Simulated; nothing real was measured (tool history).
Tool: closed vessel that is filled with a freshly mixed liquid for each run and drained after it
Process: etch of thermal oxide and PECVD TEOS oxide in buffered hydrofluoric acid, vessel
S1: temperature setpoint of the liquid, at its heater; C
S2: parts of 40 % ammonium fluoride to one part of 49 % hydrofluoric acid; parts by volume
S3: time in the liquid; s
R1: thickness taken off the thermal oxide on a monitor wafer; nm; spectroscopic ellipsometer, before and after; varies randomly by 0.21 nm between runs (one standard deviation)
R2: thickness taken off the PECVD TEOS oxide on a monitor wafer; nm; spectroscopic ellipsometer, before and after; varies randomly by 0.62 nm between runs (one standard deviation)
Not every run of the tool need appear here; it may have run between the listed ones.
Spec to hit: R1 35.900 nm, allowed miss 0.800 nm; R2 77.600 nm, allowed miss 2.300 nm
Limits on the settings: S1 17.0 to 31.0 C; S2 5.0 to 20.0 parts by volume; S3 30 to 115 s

run,day,S1,S2,S3,R1,R2
1,0.000,23.0,12.0,60,55.409,121.140
2,0.308,22.0,12.0,60,52.011,113.340
3,0.467,21.5,12.0,60,51.308,110.400
4,0.792,21.5,9.0,60,66.551,144.020
5,0.921,21.5,11.5,60,53.397,117.420
6,1.083,21.5,11.5,45,39.912,86.221
7,1.296,21.0,11.5,45,39.238,83.745
8,1.404,20.0,11.5,45,36.721,79.400

Consider the 4 candidate settings below. Which is the only one whose results all fall within their allowed miss of target?
A,1.512,21.0,11.0,40,?,?
B,1.512,18.5,16.0,70,?,?
C,1.512,18.0,10.0,45,?,?
D,1.512,18.5,11.5,50,?,?

move,R1,R2
A,35.618,76.979
B,37.491,81.026
C,37.152,80.295
D,37.048,80.070
A: all results in spec
B: misses by more than the last run did
C: misses by more than the last run did
D: misses by more than the last run did
Move A is the one to make.
